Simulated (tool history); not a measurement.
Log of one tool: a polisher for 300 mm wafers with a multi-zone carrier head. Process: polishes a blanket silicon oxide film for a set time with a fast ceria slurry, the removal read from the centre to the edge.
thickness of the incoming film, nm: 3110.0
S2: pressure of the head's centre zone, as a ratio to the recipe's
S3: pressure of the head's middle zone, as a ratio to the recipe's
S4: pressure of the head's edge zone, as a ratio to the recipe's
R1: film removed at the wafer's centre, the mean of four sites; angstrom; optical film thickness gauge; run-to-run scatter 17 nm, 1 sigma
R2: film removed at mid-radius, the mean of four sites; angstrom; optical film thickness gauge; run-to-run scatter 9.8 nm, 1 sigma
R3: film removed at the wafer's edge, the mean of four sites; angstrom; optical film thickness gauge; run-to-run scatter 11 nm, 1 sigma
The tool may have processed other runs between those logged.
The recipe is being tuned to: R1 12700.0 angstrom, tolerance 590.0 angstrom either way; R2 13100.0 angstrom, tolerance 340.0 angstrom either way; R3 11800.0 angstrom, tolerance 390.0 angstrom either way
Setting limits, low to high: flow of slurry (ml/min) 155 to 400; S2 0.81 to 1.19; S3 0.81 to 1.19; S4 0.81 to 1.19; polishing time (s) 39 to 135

run 1 day=0.000 | flow_of_slurry_(ml/min)=255 S2=1.00 S3=1.00 S4=1.00 polishing_time_(s)=87 | R1=9850.6 R2=9953.2 R3=9784.9
run 2 day=0.146 | flow_of_slurry_(ml/min)=265 S2=1.03 S3=1.04 S4=1.03 polishing_time_(s)=89 | R1=10549.0 R2=10525.0 R3=10324.0
run 3 day=0.304 | flow_of_slurry_(ml/min)=275 S2=1.04 S3=1.07 S4=1.04 polishing_time_(s)=91 | R1=11151.0 R2=10920.0 R3=10555.0
run 4 day=0.633 | flow_of_slurry_(ml/min)=280 S2=1.04 S3=1.10 S4=1.04 polishing_time_(s)=93 | R1=11254.0 R2=11832.0 R3=10700.0
run 5 day=0.725 | flow_of_slurry_(ml/min)=280 S2=1.04 S3=1.15 S4=1.04 polishing_time_(s)=93 | R1=11217.0 R2=12046.0 R3=10768.0
-- day=0.912 slurry nozzle cleaned
run 6 day=0.912 | flow_of_slurry_(ml/min)=280 S2=0.96 S3=1.15 S4=1.04 polishing_time_(s)=93 | R1=10416.0 R2=12434.0 R3=10829.0
run 7 day=1.196 | flow_of_slurry_(ml/min)=290 S2=0.99 S3=1.16 S4=1.06 polishing_time_(s)=94 | R1=10974.0 R2=12666.0 R3=11119.0
run 8 day=1.421 | flow_of_slurry_(ml/min)=300 S2=1.01 S3=1.16 S4=1.07 polishing_time_(s)=94 | R1=11303.0 R2=12405.0 R3=11492.0
run 9 day=1.612 | flow_of_slurry_(ml/min)=305 S2=1.02 S3=1.17 S4=1.06 polishing_time_(s)=95 | R1=11465.0 R2=12803.0 R3=11409.0

Pick the move, out of 4, that brings all results within their allowed miss; only one does.
run A day=1.804 | flow_of_slurry_(ml/min)=285 S2=1.11 S3=1.18 S4=0.98 polishing_time_(s)=97 | R1=? R2=? R3=?
run B day=1.804 | flow_of_slurry_(ml/min)=335 S2=0.99 S3=1.12 S4=1.05 polishing_time_(s)=96 | R1=? R2=? R3=?
run C day=1.804 | flow_of_slurry_(ml/min)=285 S2=1.09 S3=1.14 S4=1.07 polishing_time_(s)=99 | R1=? R2=? R3=?
run D day=1.804 | flow_of_slurry_(ml/min)=315 S2=1.17 S3=1.18 S4=1.03 polishing_time_(s)=101 | R1=? R2=? R3=?

move=A R1=12751.0 R2=13298.0 R3=11155.0
move=B R1=11389.0 R2=12738.0 R3=11529.0
move=C R1=12774.0 R2=13174.0 R3=11891.0
move=D R1=14115.0 R2=13944.0 R3=11965.0
A: the worst result of the last run now meets its target, but another is out of spec
B: lands further from the targets than the last run did
C: hits every target within its allowed miss
D: pushes the last run's worst result past its target
So the answer is move C, the one that meets all the targets.
